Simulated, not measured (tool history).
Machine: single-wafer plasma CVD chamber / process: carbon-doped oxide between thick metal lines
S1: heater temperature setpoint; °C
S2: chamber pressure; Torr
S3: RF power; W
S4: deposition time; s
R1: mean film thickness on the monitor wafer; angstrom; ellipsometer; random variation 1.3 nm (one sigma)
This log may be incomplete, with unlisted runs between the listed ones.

| run | hour | S1 | S2 | S3 | S4 | R1 |
|---|---|---|---|---|---|---|
| 1 | 0.0 | 345 | 4.87 | 485 | 84 | 4377.0 |
| 2 | 1.1 | 348 | 4.71 | 485 | 84 | 4331.9 |
| 3 | 1.9 | 350 | 4.55 | 480 | 84 | 4253.7 |
| 4 | 10.3 | 350 | 4.55 | 530 | 84 | 4432.2 |
| 5 | 16.6 | 350 | 4.55 | 575 | 84 | 4616.2 |
| 6 | 25.4 | 350 | 4.55 | 520 | 84 | 4401.6 |
| 7 | 29.1 | 352 | 4.39 | 515 | 84 | 4339.0 |

Forecast run 8:
| 8 | 36.7 | 354 | 4.25 | 510 | 84 | ? |

{"run 8": {"R1": 4294.8}}
